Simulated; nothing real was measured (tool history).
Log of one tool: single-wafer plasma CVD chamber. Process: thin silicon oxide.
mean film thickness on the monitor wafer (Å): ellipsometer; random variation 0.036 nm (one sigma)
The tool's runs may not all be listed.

run    day  heater temperature setpoint (K)  chamber pressure (Pa)  RF power (W)  deposition time (s)  mean film thickness on the monitor wafer (Å)
  1  0.000                           653.15                  101.6           205                  8.7                                        123.26
  2  0.108                           653.15                  104.4           205                  8.7                                        126.52
  3  0.354                           653.15                  106.8           205                  8.7                                        129.50
  4  0.658                           653.15                  108.9           205                  8.7                                        131.70
  5  0.988                           653.15                  108.9           230                  8.7                                        137.32
  6  1.346                           653.15                   91.6           230                  8.7                                        116.08
  7  1.508                           653.15                   95.3           230                  8.7                                        121.37
  8  1.733                           653.15                   95.3           230                  8.7                                        120.70

Run 9 comes next. What will it give?
  9  1.804                           653.15                   98.5           230                  8.7                                             ?

Run 9 gave mean film thickness on the monitor wafer (Å) 124.72.
